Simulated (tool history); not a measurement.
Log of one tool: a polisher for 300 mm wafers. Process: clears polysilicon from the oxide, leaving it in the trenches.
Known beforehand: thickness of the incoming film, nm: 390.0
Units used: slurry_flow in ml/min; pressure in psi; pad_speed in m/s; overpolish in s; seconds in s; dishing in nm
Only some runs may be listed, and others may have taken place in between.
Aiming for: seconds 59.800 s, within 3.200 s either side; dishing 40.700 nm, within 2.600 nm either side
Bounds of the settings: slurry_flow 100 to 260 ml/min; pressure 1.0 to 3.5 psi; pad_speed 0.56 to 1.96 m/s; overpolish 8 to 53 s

run,hour,slurry_flow,pressure,pad_speed,overpolish,seconds,dishing
1,0.0,165,2.2,1.26,27,26.410,80.479
2,5.8,165,2.2,1.26,23,26.100,75.355
3,12.9,165,2.2,1.50,23,22.243,78.497
4,21.0,165,1.8,1.50,23,27.885,77.388
5,26.3,180,1.7,1.26,19,33.518,73.419
6,34.0,180,1.7,1.56,19,26.809,75.371
7,36.9,200,1.6,1.30,16,34.022,71.853
8,45.1,215,1.6,1.10,14,38.939,64.206
9,46.2,260,1.4,0.74,8,65.483,34.815
10,54.0,250,1.4,0.74,9,63.640,39.047

Which single option among these 4 for the next run brings every result within its allowed miss of target? Just one does.
A,61.8,225,1.6,0.62,10,?,?
B,61.8,240,1.4,0.66,12,?,?
C,61.8,240,1.7,0.56,10,?,?
D,61.8,250,1.9,0.58,9,?,?

move,seconds,dishing
A,69.741,40.005
B,74.152,43.376
C,71.850,39.191
D,62.183,40.261
A: further off than the last run
B: further off than the last run
C: further off than the last run
D: each result inside its tolerance
Answer: D
